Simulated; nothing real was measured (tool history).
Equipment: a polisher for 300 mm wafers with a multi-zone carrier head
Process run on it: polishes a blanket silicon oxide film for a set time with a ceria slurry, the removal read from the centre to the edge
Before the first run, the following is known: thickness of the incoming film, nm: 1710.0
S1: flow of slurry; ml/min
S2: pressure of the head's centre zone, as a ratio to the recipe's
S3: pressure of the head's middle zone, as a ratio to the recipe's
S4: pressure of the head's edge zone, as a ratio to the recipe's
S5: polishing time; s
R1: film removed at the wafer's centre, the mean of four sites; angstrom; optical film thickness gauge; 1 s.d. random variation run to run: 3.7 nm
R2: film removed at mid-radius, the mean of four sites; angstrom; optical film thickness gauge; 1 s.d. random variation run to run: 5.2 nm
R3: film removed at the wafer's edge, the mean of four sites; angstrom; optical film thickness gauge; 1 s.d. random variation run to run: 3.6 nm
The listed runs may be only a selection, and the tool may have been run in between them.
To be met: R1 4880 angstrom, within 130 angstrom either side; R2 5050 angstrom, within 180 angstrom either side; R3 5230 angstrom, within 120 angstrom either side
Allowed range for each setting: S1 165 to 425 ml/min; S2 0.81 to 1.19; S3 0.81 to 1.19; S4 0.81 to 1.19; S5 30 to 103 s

Run 1, hour 0: S1 275 ml/min, S2 1, S3 1, S4 1, S5 66 s. Result: R1 4803.3 angstrom, R2 4420.6 angstrom, R3 4563.3 angstrom.
Run 2, hour 8.1: S1 290 ml/min, S2 0.99, S3 1.02, S4 1.04, S5 67 s. Result: R1 4865.2 angstrom, R2 4640.9 angstrom, R3 4773.7 angstrom.
Run 3, hour 9.9: S1 290 ml/min, S2 0.99, S3 0.97, S4 1.04, S5 67 s. Result: R1 4872.7 angstrom, R2 4420.5 angstrom, R3 4712.2 angstrom.
Run 4, hour 14: S1 225 ml/min, S2 0.99, S3 0.97, S4 1.04, S5 67 s. Result: R1 4706.2 angstrom, R2 4286.1 angstrom, R3 4649 angstrom.
Run 5, hour 16: S1 225 ml/min, S2 0.99, S3 0.91, S4 1.04, S5 67 s. Result: R1 4752.1 angstrom, R2 4034.5 angstrom, R3 4689.7 angstrom.
Run 6, hour 17.1: S1 245 ml/min, S2 0.98, S3 0.95, S4 1.07, S5 68 s. Result: R1 4760.8 angstrom, R2 4378.9 angstrom, R3 4819.2 angstrom.
Run 7, hour 20.2: S1 260 ml/min, S2 0.98, S3 0.96, S4 1.1, S5 68 s. Result: R1 4800.3 angstrom, R2 4408.4 angstrom, R3 4947.3 angstrom.
At hour 21.8: centre zone pressure recalibrated.
Run 8, hour 21.8: S1 275 ml/min, S2 0.98, S3 0.98, S4 1.11, S5 68 s. Result: R1 4542.8 angstrom, R2 4395.2 angstrom, R3 4913.5 angstrom.
Run 9, hour 23.6: S1 280 ml/min, S2 0.98, S3 1, S4 1.11, S5 69 s. Result: R1 4567.5 angstrom, R2 4712.4 angstrom, R3 5056.6 angstrom.
Run 10, hour 26: S1 295 ml/min, S2 0.99, S3 1.01, S4 1.11, S5 69 s. Result: R1 4658.7 angstrom, R2 4745.3 angstrom, R3 5072.4 angstrom.

Exactly one of the 4 candidate moves below puts every result within its allowed miss. Which one?
Run A, hour 28.4: S1 345 ml/min, S2 1, S3 1.06, S4 1.13, S5 70 s. Result: R1 ?, R2 ?, R3 ?.
Run B, hour 28.4: S1 315 ml/min, S2 1.06, S3 1.1, S4 1.05, S5 73 s. Result: R1 ?, R2 ?, R3 ?.
Run C, hour 28.4: S1 320 ml/min, S2 0.92, S3 1.17, S4 1, S5 73 s. Result: R1 ?, R2 ?, R3 ?.
Run D, hour 28.4: S1 335 ml/min, S2 1.05, S3 1.11, S4 1.08, S5 67 s. Result: R1 ?, R2 ?, R3 ?.

move      R1      R2      R3
   A  4824.9    5204  5182.5
   B  5289.4  5554.9  5178.6
   C  4595.5    5871    5061
   D  4838.8  5166.9  4838.2
A: meets every target
B: takes the biggest miss from the last run beyond its target
C: further off than the last run
D: gets the furthest-off result to its target, but another result is out of tolerance
The move that meets every target is A.
